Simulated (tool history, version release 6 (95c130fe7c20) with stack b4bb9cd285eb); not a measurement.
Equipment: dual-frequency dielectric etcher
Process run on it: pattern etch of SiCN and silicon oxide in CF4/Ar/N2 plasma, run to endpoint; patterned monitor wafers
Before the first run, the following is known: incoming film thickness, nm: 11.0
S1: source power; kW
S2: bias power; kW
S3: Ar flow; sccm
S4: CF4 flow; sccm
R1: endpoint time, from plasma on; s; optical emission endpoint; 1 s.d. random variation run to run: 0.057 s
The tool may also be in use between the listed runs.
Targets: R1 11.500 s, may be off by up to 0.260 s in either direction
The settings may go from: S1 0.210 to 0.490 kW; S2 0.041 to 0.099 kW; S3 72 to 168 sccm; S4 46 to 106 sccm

| run | day | S1 | S2 | S3 | S4 | R1 |
|---|---|---|---|---|---|---|
| 1 | 0.000 | 0.350 | 0.070 | 120 | 76 | 17.290 |
| 2 | 0.146 | 0.390 | 0.073 | 118 | 77 | 15.215 |
| 3 | 0.392 | 0.390 | 0.060 | 118 | 77 | 16.045 |
| 4 | 0.562 | 0.390 | 0.060 | 118 | 66 | 16.347 |
| 5 | 0.633 | 0.340 | 0.060 | 118 | 66 | 19.181 |
| 6 | 0.762 | 0.380 | 0.063 | 116 | 67 | 16.549 |
| 7 | 0.846 | 0.450 | 0.071 | 112 | 68 | 13.196 |
| 8 | 1.150 | 0.460 | 0.073 | 111 | 69 | 12.666 |
| 9 | 1.471 | 0.470 | 0.074 | 110 | 69 | 12.388 |
| 10 | 1.688 | 0.480 | 0.075 | 109 | 69 | 11.955 |
| 11 | 1.788 | 0.480 | 0.076 | 109 | 69 | 12.008 |
| 12 | 1.825 | 0.480 | 0.077 | 108 | 69 | 11.967 |
| 13 | 1.996 | 0.480 | 0.078 | 108 | 69 | 11.953 |
| 14 | 2.138 | 0.480 | 0.079 | 108 | 70 | 11.863 |

Which single option among these 4 for the next run brings every result within its allowed miss of target? Just one does.
| A | 2.279 | 0.440 | 0.090 | 107 | 77 | ? |
| B | 2.279 | 0.450 | 0.080 | 108 | 80 | ? |
| C | 2.279 | 0.490 | 0.080 | 100 | 62 | ? |
| D | 2.279 | 0.480 | 0.078 | 103 | 59 | ? |

| move | R1 |
|---|---|
| A | 12.203 |
| B | 12.295 |
| C | 11.501 |
| D | 11.991 |
A: lands further from the targets than the last run did
B: lands further from the targets than the last run did
C: meets every target
D: lands further from the targets than the last run did
Answer: C

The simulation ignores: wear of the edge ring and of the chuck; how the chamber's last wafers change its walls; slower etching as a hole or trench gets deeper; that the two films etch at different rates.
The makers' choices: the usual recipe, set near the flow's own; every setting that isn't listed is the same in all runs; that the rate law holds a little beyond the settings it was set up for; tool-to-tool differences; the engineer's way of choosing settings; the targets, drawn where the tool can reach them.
